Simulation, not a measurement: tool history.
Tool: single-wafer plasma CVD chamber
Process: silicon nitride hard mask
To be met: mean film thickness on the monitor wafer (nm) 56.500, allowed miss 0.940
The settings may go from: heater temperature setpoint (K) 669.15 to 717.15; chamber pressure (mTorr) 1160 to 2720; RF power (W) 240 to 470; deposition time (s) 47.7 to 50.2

run    day  heater temperature setpoint (K)  chamber pressure (mTorr)  RF power (W)  deposition time (s)  mean film thickness on the monitor wafer (nm)
  1  0.000                           693.15                      1940           355                 50.2                                         62.360
  2  0.283                           693.15                      1940           355                 47.7                                         59.063
  3  0.571                           693.15                      1940           355                 47.7                                         59.107
  4  0.912                           693.15                      1900           355                 47.7                                         58.648
  5  1.017                           693.15                      1900           355                 47.7                                         58.527
  6  1.300                           693.15                      1870           355                 47.7                                         58.288
  7  1.542                           693.15                      1850           355                 47.7                                         58.019
  8  1.608                           693.15                      1680           350                 47.7                                         55.205
  9  1.892                           693.15                      1690           350                 47.7                                         55.547

5 next moves are on the table. One of them brings every result within its allowed miss. Which?
  A  2.175                           695.15                      1890           330                 50.0                                              ?
  B  2.175                           702.15                      1840           310                 48.9                                              ?
  C  2.175                           692.15                      1610           345                 50.2                                              ?
  D  2.175                           687.15                      1690           340                 47.7                                              ?
  E  2.175                           697.15                      1510           330                 50.2                                              ?

move  mean film thickness on the monitor wafer (nm)
   A                                         58.895
   B                                         54.783
   C                                         56.755
   D                                         54.773
   E                                         53.592
A: takes the result that was furthest off past its target
B: further off than the last run
C: meets every target
D: further off than the last run
E: further off than the last run
The right move is C.

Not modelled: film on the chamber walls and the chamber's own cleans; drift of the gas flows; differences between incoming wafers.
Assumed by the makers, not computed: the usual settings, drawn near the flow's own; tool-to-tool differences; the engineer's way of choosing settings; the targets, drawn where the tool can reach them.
